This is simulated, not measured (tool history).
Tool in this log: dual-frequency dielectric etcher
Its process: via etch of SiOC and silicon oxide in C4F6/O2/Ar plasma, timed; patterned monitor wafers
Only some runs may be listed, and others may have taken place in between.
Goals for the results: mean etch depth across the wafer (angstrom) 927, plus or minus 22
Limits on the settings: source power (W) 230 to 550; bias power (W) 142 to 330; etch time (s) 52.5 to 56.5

run,hour,source power (W),bias power (W),etch time (s),mean etch depth across the wafer (angstrom)
1,0,390,236,56.5,746.48
2,1,390,218,56.5,726.34
3,6.8,390,218,52.5,674.71
4,13.7,390,260,52.5,727.33
5,17.7,350,260,52.5,698.22
# hour 26.1: bias power generator calibrated
6,26.1,410,260,52.5,754.05
7,32.4,410,260,52.5,753.56
8,40.9,440,266,52.5,783.33
9,41.5,460,274,52.5,805.08
10,50.1,480,282,53,826.05
11,51.7,490,291,53.5,855.48
12,54,500,296,53.5,875.26

Which of these 4 next moves meets every target?
A,56.3,550,301,54.5,?
B,56.3,540,269,54,?
C,56.3,500,330,56.5,?
D,56.3,550,330,56.5,?

move,mean etch depth across the wafer (angstrom)
A,924.21
B,870.18
C,958.22
D,993.48
A: every result within its allowed miss
B: misses by more than the last run did
C: moves the result that the last run missed by most past its target, out the other side
D: moves the result that the last run missed by most past its target, out the other side
So the answer is move A, the one that meets all the targets.
